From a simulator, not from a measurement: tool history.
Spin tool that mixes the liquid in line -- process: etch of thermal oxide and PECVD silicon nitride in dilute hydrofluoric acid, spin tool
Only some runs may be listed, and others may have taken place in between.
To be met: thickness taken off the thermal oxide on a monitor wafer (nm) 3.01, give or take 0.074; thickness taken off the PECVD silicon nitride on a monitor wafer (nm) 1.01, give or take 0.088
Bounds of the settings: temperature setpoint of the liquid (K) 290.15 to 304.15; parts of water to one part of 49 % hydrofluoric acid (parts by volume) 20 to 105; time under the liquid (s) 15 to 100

run  hour  temperature setpoint of the liquid (K)  parts of water to one part of 49 % hydrofluoric acid (parts by volume)  time under the liquid (s)  thickness taken off the thermal oxide on a monitor wafer (nm)  thickness taken off the PECVD silicon nitride on a monitor wafer (nm)
  1     0                                  296.15                                                                      55                         50                                                         4.8093                                                                 1.4651
  2   6.8                                  296.15                                                                      60                         50                                                         4.3442                                                                 1.3442
  3  14.2                                  296.15                                                                      50                         50                                                         5.1986                                                                 1.5998
  4  21.8                                  296.15                                                                      55                         50                                                         4.7422                                                                 1.4975
  5  24.6                                  296.15                                                                      60                         50                                                         4.3415                                                                 1.3495
  6  30.5                                  296.15                                                                      60                         60                                                         5.1641                                                                  1.689
  7  38.2                                  295.65                                                                      65                         60                                                         4.6722                                                                 1.5062
  8  45.3                                  294.65                                                                      90                         60                                                         3.1121                                                                 1.0012

Which single option among these 5 for the next run brings every result within its allowed miss of target? Just one does.
  A  52.4                                  290.15                                                                      60                         45                                                              ?                                                                      ?
  B  52.4                                  290.15                                                                      45                         35                                                              ?                                                                      ?
  C  52.4                                  291.65                                                                      80                         60                                                              ?                                                                      ?
  D  52.4                                  293.15                                                                      95                         70                                                              ?                                                                      ?
  E  52.4                                  296.65                                                                     100                         60                                                              ?                                                                      ?

move  thickness taken off the thermal oxide on a monitor wafer (nm)  thickness taken off the PECVD silicon nitride on a monitor wafer (nm)
   A                                                         2.9899                                                                0.78136
   B                                                         3.1528                                                                0.80297
   C                                                         3.1178                                                                0.87528
   D                                                         3.2065                                                                0.95767
   E                                                         2.9911                                                                0.98753
A: brings the last run's worst result on target, with another outside its allowed miss
B: misses by more than the last run did
C: misses by more than the last run did
D: misses by more than the last run did
E: meets every target
E meets every target.
